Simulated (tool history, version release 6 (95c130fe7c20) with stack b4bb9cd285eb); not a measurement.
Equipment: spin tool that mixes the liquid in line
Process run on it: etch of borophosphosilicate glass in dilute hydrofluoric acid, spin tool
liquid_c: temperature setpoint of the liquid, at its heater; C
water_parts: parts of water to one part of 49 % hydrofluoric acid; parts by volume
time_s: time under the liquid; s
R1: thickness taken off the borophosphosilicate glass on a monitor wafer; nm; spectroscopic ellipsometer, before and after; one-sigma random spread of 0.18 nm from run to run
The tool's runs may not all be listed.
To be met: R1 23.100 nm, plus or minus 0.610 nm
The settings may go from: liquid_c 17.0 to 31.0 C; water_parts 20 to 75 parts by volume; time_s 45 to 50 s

{"run": 1, "hour": 0.0, "liquid_c": 23.0, "water_parts": 45, "time_s": 45, "R1": 29.972}
{"run": 2, "hour": 2.6, "liquid_c": 25.5, "water_parts": 45, "time_s": 45, "R1": 32.565}
{"run": 3, "hour": 8.8, "liquid_c": 25.5, "water_parts": 45, "time_s": 45, "R1": 32.892}
{"run": 4, "hour": 16.5, "liquid_c": 23.5, "water_parts": 45, "time_s": 45, "R1": 30.166}
{"run": 5, "hour": 20.8, "liquid_c": 22.0, "water_parts": 45, "time_s": 45, "R1": 28.197}
{"run": 6, "hour": 25.5, "liquid_c": 22.0, "water_parts": 45, "time_s": 50, "R1": 31.628}
{"run": 7, "hour": 30.0, "liquid_c": 21.0, "water_parts": 45, "time_s": 50, "R1": 30.069}
{"run": 8, "hour": 31.5, "liquid_c": 20.0, "water_parts": 45, "time_s": 50, "R1": 28.862}
{"run": 9, "hour": 33.0, "liquid_c": 19.5, "water_parts": 45, "time_s": 50, "R1": 28.423}
{"run": 10, "hour": 41.0, "liquid_c": 19.0, "water_parts": 45, "time_s": 50, "R1": 27.684}
{"run": 11, "hour": 44.0, "liquid_c": 18.5, "water_parts": 45, "time_s": 50, "R1": 27.012}
{"run": 12, "hour": 50.5, "liquid_c": 18.0, "water_parts": 45, "time_s": 50, "R1": 26.082}
{"run": 13, "hour": 59.3, "liquid_c": 17.5, "water_parts": 45, "time_s": 50, "R1": 26.411}

Pick the move, out of 4, that brings all results within their allowed miss; only one does.
{"run": "A", "hour": 68.1, "liquid_c": 17.5, "water_parts": 40, "time_s": 50, "R1": "?"}
{"run": "B", "hour": 68.1, "liquid_c": 22.0, "water_parts": 60, "time_s": 50, "R1": "?"}
{"run": "C", "hour": 68.1, "liquid_c": 18.5, "water_parts": 40, "time_s": 50, "R1": "?"}
{"run": "D", "hour": 68.1, "liquid_c": 19.0, "water_parts": 40, "time_s": 50, "R1": "?"}

move=A R1=29.045
move=B R1=22.897
move=C R1=30.334
move=D R1=30.996
A: moves away from the targets compared with the last run
B: all results in spec
C: moves away from the targets compared with the last run
D: moves away from the targets compared with the last run
B meets every target.
